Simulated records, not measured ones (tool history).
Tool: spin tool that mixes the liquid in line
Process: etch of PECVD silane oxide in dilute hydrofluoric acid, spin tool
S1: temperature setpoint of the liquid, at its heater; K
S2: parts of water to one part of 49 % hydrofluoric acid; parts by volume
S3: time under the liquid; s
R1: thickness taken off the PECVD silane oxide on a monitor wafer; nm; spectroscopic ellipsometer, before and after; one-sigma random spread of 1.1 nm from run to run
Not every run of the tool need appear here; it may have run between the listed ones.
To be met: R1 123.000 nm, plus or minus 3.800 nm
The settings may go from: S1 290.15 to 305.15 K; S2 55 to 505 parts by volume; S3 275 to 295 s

run    day      S1   S2   S3       R1
  1  0.000  297.15  280  275   36.631
  2  0.238  297.15  180  275   64.882
  3  0.504  298.15  170  275   71.153
  4  0.879  298.15  110  275  118.590
  5  1.188  298.15   55  275  254.770
  6  1.242  297.65   65  275  207.660
  7  1.333  293.65   70  275  166.190
  8  1.367  290.15  105  275   91.014
  9  1.721  290.65  105  275   92.689
 10  1.996  291.15  105  275   95.083

Of the 4 settings listed for the next run, only one would bring every result within its allowed miss of target. Which one?
  A  2.271  292.15   80  280   ?
  B  2.271  291.65   90  295   ?
  C  2.271  290.65  135  275   ?
  D  2.271  294.15   90  295   ?

move       R1
   A  136.380
   B  123.690
   C   70.356
   D  137.190
A: pushes the last run's worst result past its target
B: hits every target within its allowed miss
C: its largest miss is bigger than the last run's
D: pushes the last run's worst result past its target
Correct choice: B, which meets every target
